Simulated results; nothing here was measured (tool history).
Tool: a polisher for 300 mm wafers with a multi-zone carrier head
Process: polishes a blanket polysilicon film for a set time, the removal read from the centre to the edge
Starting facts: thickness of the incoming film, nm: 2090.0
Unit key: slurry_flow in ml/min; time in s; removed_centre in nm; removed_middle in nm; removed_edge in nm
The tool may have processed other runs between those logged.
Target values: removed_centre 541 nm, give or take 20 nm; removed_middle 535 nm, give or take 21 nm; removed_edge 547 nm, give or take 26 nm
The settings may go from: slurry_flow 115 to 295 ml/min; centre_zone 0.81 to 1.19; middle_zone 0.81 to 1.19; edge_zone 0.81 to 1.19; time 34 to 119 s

Run 1, day 0: slurry_flow 190 ml/min, centre_zone 1, middle_zone 1, edge_zone 1, time 76 s. Result: removed_centre 687.88 nm, removed_middle 669.77 nm, removed_edge 715.78 nm.
Run 2, day 0.229: slurry_flow 190 ml/min, centre_zone 0.96, middle_zone 1, edge_zone 1, time 76 s. Result: removed_centre 658.82 nm, removed_middle 680.79 nm, removed_edge 720.24 nm.
Run 3, day 0.5: slurry_flow 190 ml/min, centre_zone 0.96, middle_zone 0.96, edge_zone 1, time 76 s. Result: removed_centre 663.45 nm, removed_middle 659.87 nm, removed_edge 731.66 nm.
Run 4, day 0.692: slurry_flow 185 ml/min, centre_zone 0.97, middle_zone 0.97, edge_zone 0.97, time 71 s. Result: removed_centre 624.24 nm, removed_middle 626.57 nm, removed_edge 652.13 nm.
At day 1.058: edge zone pressure recalibrated.
Run 5, day 1.058: slurry_flow 185 ml/min, centre_zone 0.97, middle_zone 0.97, edge_zone 0.97, time 81 s. Result: removed_centre 701.44 nm, removed_middle 704.61 nm, removed_edge 701.07 nm.
Run 6, day 1.221: slurry_flow 140 ml/min, centre_zone 0.97, middle_zone 0.97, edge_zone 0.97, time 81 s. Result: removed_centre 671.92 nm, removed_middle 666.75 nm, removed_edge 684.77 nm.
Run 7, day 1.312: slurry_flow 135 ml/min, centre_zone 0.95, middle_zone 0.94, edge_zone 0.95, time 77 s. Result: removed_centre 619.54 nm, removed_middle 602.85 nm, removed_edge 642.1 nm.
Run 8, day 1.658: slurry_flow 130 ml/min, centre_zone 0.93, middle_zone 0.92, edge_zone 0.92, time 76 s. Result: removed_centre 586.69 nm, removed_middle 596.37 nm, removed_edge 618.21 nm.
Run 9, day 1.875: slurry_flow 125 ml/min, centre_zone 0.93, middle_zone 0.9, edge_zone 0.9, time 75 s. Result: removed_centre 569.83 nm, removed_middle 558.54 nm, removed_edge 604.14 nm.
Run 10, day 2.058: slurry_flow 120 ml/min, centre_zone 0.93, middle_zone 0.9, edge_zone 0.88, time 74 s. Result: removed_centre 547.23 nm, removed_middle 550.88 nm, removed_edge 598.64 nm.

Pick the move, out of 4, that brings all results within their allowed miss; only one does.
Run A, day 2.242: slurry_flow 120 ml/min, centre_zone 1.04, middle_zone 1.03, edge_zone 1.02, time 65 s. Result: removed_centre ?, removed_middle ?, removed_edge ?.
Run B, day 2.242: slurry_flow 150 ml/min, centre_zone 0.87, middle_zone 0.83, edge_zone 0.86, time 74 s. Result: removed_centre ?, removed_middle ?, removed_edge ?.
Run C, day 2.242: slurry_flow 170 ml/min, centre_zone 0.85, middle_zone 0.82, edge_zone 0.91, time 76 s. Result: removed_centre ?, removed_middle ?, removed_edge ?.
Run D, day 2.242: slurry_flow 200 ml/min, centre_zone 0.83, middle_zone 0.89, edge_zone 0.81, time 71 s. Result: removed_centre ?, removed_middle ?, removed_edge ?.

move  removed_centre  removed_middle  removed_edge
   A          560.81          531.65        561.16
   B          567.92          535.63        615.38
   C          586.36          558.83        660.65
   D           552.1          574.47         597.4
A: every result lands within tolerance
B: its largest miss is bigger than the last run's
C: its largest miss is bigger than the last run's
D: no nearer and no further than the last run
Go with A: it meets all targets.
